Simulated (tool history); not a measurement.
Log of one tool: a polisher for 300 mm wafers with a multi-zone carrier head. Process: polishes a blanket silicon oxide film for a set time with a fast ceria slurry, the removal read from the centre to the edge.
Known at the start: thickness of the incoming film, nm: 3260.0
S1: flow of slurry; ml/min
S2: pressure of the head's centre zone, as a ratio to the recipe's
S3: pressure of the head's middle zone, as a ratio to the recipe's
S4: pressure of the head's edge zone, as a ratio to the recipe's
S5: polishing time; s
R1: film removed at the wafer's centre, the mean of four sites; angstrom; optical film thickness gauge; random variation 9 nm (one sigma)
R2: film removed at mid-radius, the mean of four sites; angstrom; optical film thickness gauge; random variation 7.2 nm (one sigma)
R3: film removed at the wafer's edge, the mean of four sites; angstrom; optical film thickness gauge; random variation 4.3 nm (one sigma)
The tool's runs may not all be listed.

run 1 day=0 | S1=145 S2=1 S3=1 S4=1 S5=84 | R1=9097.8 R2=8869.2 R3=8966.3
run 2 day=0.275 | S1=125 S2=1 S3=1 S4=1 S5=84 | R1=8529.3 R2=8781.3 R3=8699.5
run 3 day=0.333 | S1=125 S2=0.95 S3=1 S4=1 S5=84 | R1=8024 R2=8556.2 R3=8635.2
run 4 day=0.5 | S1=125 S2=0.97 S3=0.99 S4=0.98 S5=80 | R1=8000.8 R2=8369.7 R3=8203.1
run 5 day=0.7 | S1=160 S2=0.97 S3=0.99 S4=0.98 S5=80 | R1=8552 R2=8727.5 R3=8546.3
run 6 day=0.833 | S1=180 S2=0.97 S3=0.99 S4=0.98 S5=80 | R1=8578.7 R2=8951.7 R3=8677.3
run 7 day=0.938 | S1=140 S2=1.07 S3=0.91 S4=0.88 S5=57 | R1=6383.1 R2=5835.5 R3=5630.3
run 8 day=1.054 | S1=145 S2=1.08 S3=0.91 S4=0.88 S5=57 | R1=6538 R2=5738.1 R3=5704.1

The next listed run, before its measurement:
run 9 day=1.096 | S1=150 S2=1.09 S3=0.91 S4=0.88 S5=57 | R1=? R2=? R3=?

R1: 6648.9 angstrom
R2: 5792 angstrom
R3: 5741.7 angstrom
